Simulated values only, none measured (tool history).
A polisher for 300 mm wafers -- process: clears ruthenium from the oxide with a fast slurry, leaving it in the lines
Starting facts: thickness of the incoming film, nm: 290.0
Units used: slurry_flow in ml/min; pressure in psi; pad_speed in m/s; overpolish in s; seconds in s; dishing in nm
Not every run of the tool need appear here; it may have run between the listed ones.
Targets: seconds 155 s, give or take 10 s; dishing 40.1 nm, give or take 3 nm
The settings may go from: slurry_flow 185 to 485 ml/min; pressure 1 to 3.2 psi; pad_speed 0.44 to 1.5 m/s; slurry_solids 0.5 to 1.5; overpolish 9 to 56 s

run  hour  slurry_flow  pressure  pad_speed  slurry_solids  overpolish  seconds  dishing
  1     0          310       2.1       0.96              1          29   81.265   60.685
  2   1.5          310         2       0.94              1          29   88.263    59.97
  3   4.3          310       1.9       0.92              1          28   95.424   56.536
  4     6          310       1.9       1.04              1          28   85.866   62.001
  5  12.4          310       1.9       1.24              1          28   71.045   70.131
  6  14.2          310       1.9       1.24              1          33   69.684   79.584
  7  19.1          305       1.3       0.96            0.9          26   137.98   39.688
  8  24.8          305       1.3       0.96            0.9          27   137.46   41.563

Which single option among these 4 for the next run brings every result within its allowed miss of target? Just one does.
  A  30.5          300       1.4          1           0.95          24        ?        ?
  B  30.5          335         1       1.34            0.7          22        ?        ?
  C  30.5          260       1.1       1.04            0.9          29        ?        ?
  D  30.5          340       1.7       0.84              1          22        ?        ?

move  seconds  dishing
   A    119.4   41.125
   B    138.8   33.864
   C   150.03   39.858
   D   113.65   39.903
A: moves away from the targets compared with the last run
B: moves away from the targets compared with the last run
C: in spec on every target
D: moves away from the targets compared with the last run
Move C is the one to make.

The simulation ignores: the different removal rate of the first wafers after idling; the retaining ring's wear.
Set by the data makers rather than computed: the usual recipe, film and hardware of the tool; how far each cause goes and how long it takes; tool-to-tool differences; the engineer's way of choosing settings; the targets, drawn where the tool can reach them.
